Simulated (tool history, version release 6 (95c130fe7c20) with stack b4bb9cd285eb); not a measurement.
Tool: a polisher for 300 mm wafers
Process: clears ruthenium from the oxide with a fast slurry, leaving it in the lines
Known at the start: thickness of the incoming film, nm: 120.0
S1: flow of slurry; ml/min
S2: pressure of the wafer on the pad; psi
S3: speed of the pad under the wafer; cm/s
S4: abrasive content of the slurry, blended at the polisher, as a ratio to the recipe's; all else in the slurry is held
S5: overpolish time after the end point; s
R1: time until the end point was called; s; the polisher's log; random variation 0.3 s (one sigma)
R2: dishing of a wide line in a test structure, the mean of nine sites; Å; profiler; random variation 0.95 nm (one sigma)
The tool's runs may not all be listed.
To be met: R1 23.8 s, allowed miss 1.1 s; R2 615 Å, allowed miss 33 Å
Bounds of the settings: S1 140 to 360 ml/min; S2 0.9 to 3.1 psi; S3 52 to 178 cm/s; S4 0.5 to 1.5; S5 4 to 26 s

{"run": 1, "day": 0.0, "S1": 230, "S2": 2, "S3": 114, "S4": 1, "S5": 13, "R1": 34.613, "R2": 369.37}
{"run": 2, "day": 0.096, "S1": 230, "S2": 2.2, "S3": 114, "S4": 1, "S5": 14, "R1": 32.142, "R2": 399.21}
{"run": 3, "day": 0.308, "S1": 230, "S2": 1.8, "S3": 114, "S4": 1, "S5": 14, "R1": 37.48, "R2": 354.09}
{"run": 4, "day": 0.679, "S1": 230, "S2": 2.1, "S3": 114, "S4": 1, "S5": 15, "R1": 32.837, "R2": 413.88}
{"run": 5, "day": 0.846, "S1": 260, "S2": 2.1, "S3": 114, "S4": 1, "S5": 15, "R1": 32.828, "R2": 437.46}
{"run": 6, "day": 1.079, "S1": 260, "S2": 2.1, "S3": 86, "S4": 1, "S5": 15, "R1": 43.124, "R2": 336.5}
{"run": 7, "day": 1.238, "S1": 265, "S2": 2.3, "S3": 90, "S4": 1, "S5": 15, "R1": 38.447, "R2": 381.2}
{"run": 8, "day": 1.362, "S1": 265, "S2": 2.9, "S3": 108, "S4": 1, "S5": 15, "R1": 27.165, "R2": 506.91}
{"run": 9, "day": 1.429, "S1": 265, "S2": 2.9, "S3": 110, "S4": 1, "S5": 15, "R1": 26.147, "R2": 500.75}
{"run": 10, "day": 1.567, "S1": 265, "S2": 2.9, "S3": 112, "S4": 1, "S5": 16, "R1": 25.365, "R2": 526.49}
{"run": 11, "day": 1.908, "S1": 265, "S2": 2.9, "S3": 112, "S4": 1, "S5": 17, "R1": 25.535, "R2": 558.58}
{"run": 12, "day": 1.971, "S1": 265, "S2": 3, "S3": 112, "S4": 1, "S5": 18, "R1": 25.218, "R2": 579.9}

4 next moves are on the table. One of them brings every result within its allowed miss. Which?
{"run": "A", "day": 2.033, "S1": 200, "S2": 3.1, "S3": 120, "S4": 0.95, "S5": 18, "R1": "?", "R2": "?"}
{"run": "B", "day": 2.033, "S1": 310, "S2": 2.6, "S3": 132, "S4": 1, "S5": 22, "R1": "?", "R2": "?"}
{"run": "C", "day": 2.033, "S1": 315, "S2": 2.4, "S3": 122, "S4": 1.15, "S5": 22, "R1": "?", "R2": "?"}
{"run": "D", "day": 2.033, "S1": 295, "S2": 2.6, "S3": 104, "S4": 1.4, "S5": 19, "R1": "?", "R2": "?"}

move=A R1=24.152 R2=610.41
move=B R1=23.704 R2=705.86
move=C R1=25.818 R2=668.14
move=D R1=26.434 R2=595.17
A: meets every target
B: brings the result that was furthest off to its target, and leaves another outside
C: further off than the last run
D: further off than the last run
Move A is the one to make.
